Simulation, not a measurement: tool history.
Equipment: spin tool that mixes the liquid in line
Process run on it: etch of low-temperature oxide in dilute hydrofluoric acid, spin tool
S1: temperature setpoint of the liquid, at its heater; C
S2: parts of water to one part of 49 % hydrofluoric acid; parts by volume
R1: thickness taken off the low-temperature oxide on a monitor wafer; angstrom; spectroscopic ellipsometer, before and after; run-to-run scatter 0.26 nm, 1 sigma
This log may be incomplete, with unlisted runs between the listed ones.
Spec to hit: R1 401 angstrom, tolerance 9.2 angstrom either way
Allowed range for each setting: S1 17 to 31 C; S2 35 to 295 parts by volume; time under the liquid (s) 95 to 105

{"run": 1, "hour": 0.0, "S1": 23, "S2": 165, "time under the liquid (s)": 95, "R1": 111.43}
{"run": 2, "hour": 2.5, "S1": 25.5, "S2": 120, "time under the liquid (s)": 95, "R1": 177.65}
{"run": 3, "hour": 7.8, "S1": 22.5, "S2": 120, "time under the liquid (s)": 95, "R1": 159.13}
{"run": 4, "hour": 12.3, "S1": 21, "S2": 120, "time under the liquid (s)": 95, "R1": 149.14}
{"run": 5, "hour": 17.6, "S1": 21, "S2": 120, "time under the liquid (s)": 105, "R1": 164.67}
{"run": 6, "hour": 25.1, "S1": 21, "S2": 120, "time under the liquid (s)": 105, "R1": 163.92}
{"run": 7, "hour": 27.7, "S1": 24, "S2": 100, "time under the liquid (s)": 105, "R1": 227.62}
{"run": 8, "hour": 32.3, "S1": 26, "S2": 90, "time under the liquid (s)": 105, "R1": 278.67}
{"run": 9, "hour": 37.3, "S1": 27.5, "S2": 85, "time under the liquid (s)": 105, "R1": 311.96}
{"run": 10, "hour": 38.8, "S1": 28.5, "S2": 80, "time under the liquid (s)": 105, "R1": 347.39}
{"run": 11, "hour": 42.6, "S1": 29.5, "S2": 80, "time under the liquid (s)": 105, "R1": 366.42}
{"run": 12, "hour": 47.6, "S1": 31, "S2": 75, "time under the liquid (s)": 105, "R1": 411.58}

4 next moves are on the table. One of them brings every result within its allowed miss. Which?
{"run": "A", "hour": 52.6, "S1": 31, "S2": 75, "time under the liquid (s)": 95, "R1": "?"}
{"run": "B", "hour": 52.6, "S1": 29.5, "S2": 70, "time under the liquid (s)": 95, "R1": "?"}
{"run": "C", "hour": 52.6, "S1": 31, "S2": 70, "time under the liquid (s)": 100, "R1": "?"}
{"run": "D", "hour": 52.6, "S1": 30, "S2": 75, "time under the liquid (s)": 105, "R1": "?"}

move=A R1=370.02
move=B R1=377.09
move=C R1=420.49
move=D R1=393.65
A: takes the biggest miss from the last run beyond its target
B: takes the biggest miss from the last run beyond its target
C: lands further from the targets than the last run did
D: in spec on every target
So the answer is move D, the one that meets all the targets.
